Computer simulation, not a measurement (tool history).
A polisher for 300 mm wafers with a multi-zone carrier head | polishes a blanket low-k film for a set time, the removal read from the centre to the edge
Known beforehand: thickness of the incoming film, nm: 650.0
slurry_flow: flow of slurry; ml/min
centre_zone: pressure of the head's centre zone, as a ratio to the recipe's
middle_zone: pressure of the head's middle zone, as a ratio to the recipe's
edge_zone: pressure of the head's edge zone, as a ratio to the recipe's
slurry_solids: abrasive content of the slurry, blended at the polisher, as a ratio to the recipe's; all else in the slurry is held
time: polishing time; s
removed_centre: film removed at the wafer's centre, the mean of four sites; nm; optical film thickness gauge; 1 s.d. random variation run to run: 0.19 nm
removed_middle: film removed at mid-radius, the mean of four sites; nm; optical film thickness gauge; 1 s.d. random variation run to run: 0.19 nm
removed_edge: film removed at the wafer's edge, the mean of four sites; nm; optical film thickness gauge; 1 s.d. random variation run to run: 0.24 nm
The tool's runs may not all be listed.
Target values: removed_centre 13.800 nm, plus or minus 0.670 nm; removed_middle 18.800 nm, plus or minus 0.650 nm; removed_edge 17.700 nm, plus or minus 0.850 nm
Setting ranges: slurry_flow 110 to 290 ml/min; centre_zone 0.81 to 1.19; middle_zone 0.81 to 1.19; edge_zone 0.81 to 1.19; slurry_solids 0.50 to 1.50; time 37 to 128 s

run,hour,slurry_flow,centre_zone,middle_zone,edge_zone,slurry_solids,time,removed_centre,removed_middle,removed_edge
1,0.0,185,1.00,1.00,1.00,1.00,82,31.010,31.675,30.236
2,4.4,180,0.98,1.01,1.01,0.95,79,29.188,29.818,28.474
3,5.0,175,0.96,1.03,1.03,0.95,75,26.562,28.703,26.781
4,5.6,175,0.96,1.03,0.99,0.95,75,26.678,29.022,27.539
5,12.6,170,0.94,1.04,0.99,0.90,73,24.116,27.321,25.173
6,17.2,165,0.93,1.04,0.98,0.85,72,23.489,25.708,24.105
7,25.8,160,0.92,1.05,1.00,0.85,70,21.547,24.342,22.861
# hour 31.2: edge zone pressure recalibrated
8,31.2,155,0.91,1.06,1.01,0.85,70,21.337,25.099,23.187
9,36.2,155,0.91,1.06,1.01,0.85,70,21.141,25.011,24.299
10,41.8,155,0.90,1.07,1.00,0.80,69,19.512,23.958,22.016

Of the 4 settings listed for the next run, only one would bring every result within its allowed miss of target. Which one?
A,47.4,195,0.93,1.19,0.92,0.65,59,?,?,?
B,47.4,130,0.82,1.11,1.03,0.70,61,?,?,?
C,47.4,150,0.84,1.16,1.06,0.90,52,?,?,?
D,47.4,135,0.97,1.13,1.08,0.65,64,?,?,?

move,removed_centre,removed_middle,removed_edge
A,15.573,19.496,16.184
B,13.743,18.620,17.740
C,14.988,20.476,18.853
D,16.208,18.778,17.997
A: better than the last run, though not everything is in spec
B: all results in spec
C: better than the last run, though not everything is in spec
D: better than the last run, though not everything is in spec
Go with B: it meets all targets.

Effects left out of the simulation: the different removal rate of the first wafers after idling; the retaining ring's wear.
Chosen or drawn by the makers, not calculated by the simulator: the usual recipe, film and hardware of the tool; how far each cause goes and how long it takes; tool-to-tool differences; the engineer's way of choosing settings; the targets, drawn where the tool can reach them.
